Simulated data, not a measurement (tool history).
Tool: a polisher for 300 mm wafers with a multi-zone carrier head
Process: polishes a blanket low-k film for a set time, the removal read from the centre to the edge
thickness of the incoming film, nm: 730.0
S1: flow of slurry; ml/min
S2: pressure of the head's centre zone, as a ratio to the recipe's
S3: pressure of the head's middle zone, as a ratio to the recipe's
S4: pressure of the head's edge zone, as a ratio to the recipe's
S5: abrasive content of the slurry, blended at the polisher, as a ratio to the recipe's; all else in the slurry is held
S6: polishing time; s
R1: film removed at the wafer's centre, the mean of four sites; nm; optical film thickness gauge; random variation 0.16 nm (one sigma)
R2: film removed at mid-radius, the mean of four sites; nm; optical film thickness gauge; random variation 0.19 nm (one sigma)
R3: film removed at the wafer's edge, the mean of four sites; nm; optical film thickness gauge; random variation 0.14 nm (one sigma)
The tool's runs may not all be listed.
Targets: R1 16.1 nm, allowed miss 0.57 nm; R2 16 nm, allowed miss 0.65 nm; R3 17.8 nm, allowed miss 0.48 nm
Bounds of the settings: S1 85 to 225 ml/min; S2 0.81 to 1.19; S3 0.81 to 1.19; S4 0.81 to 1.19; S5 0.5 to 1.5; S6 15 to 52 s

run    day   S1    S2    S3    S4    S5  S6      R1      R2      R3
  1      0  145     1     1     1     1  33  13.521  13.652  13.404
  2  0.288  155  0.99  0.99  1.06   1.1  33  14.063  13.908  14.498
  3  0.454  165  0.98     1   1.1   1.2  33  14.706  14.749  15.014
  4  0.742  165  0.91     1   1.1   1.2  33   13.42  14.886  15.094
  5  0.896  170  0.92  0.98  1.12   1.3  33  14.004  14.877  15.789
  6  1.075  175  0.93  0.97  1.14  1.35  33  14.336  15.248  16.266
  7  1.162  180  0.95  0.96  1.15   1.4  33  15.089  15.167  16.392
  8  1.329  180  0.95  0.95  1.16  1.45  33  15.271  15.266  16.651
  9  1.417  185  0.95  0.95  1.17  1.45  33  15.392  15.216  16.762
 10  1.792  190  0.95  0.95  1.18  1.45  33   15.42  15.489  16.975
 11  1.875  195  0.95  0.94  1.18  1.45  33  15.481  15.101      17
 12  2.079  200  0.95  0.94  1.18  1.45  33  15.495  15.449  16.957

5 next moves are on the table. One of them brings every result within its allowed miss. Which?
  A  2.283  210  1.03  0.83  1.19  1.45  34   ?   ?   ?
  B  2.283  135  0.98  0.97  1.17  1.35  37   ?   ?   ?
  C  2.283  195  0.97  0.89  1.19   1.5  36   ?   ?   ?
  D  2.283  210  1.05  0.83  1.19  1.45  34   ?   ?   ?
  E  2.283  185  1.05  0.96  1.11  1.45  34   ?   ?   ?

move      R1      R2      R3
   A  17.571  14.606  17.757
   B   16.25   16.32  17.632
   C  17.487  16.376   18.83
   D  17.914  14.605  17.757
   E  17.548  16.164  16.859
A: brings the result that was furthest off to its target, and leaves another outside
B: meets every target
C: takes the result that was furthest off past its target
D: brings the result that was furthest off to its target, and leaves another outside
E: further off than the last run
The right move is B.
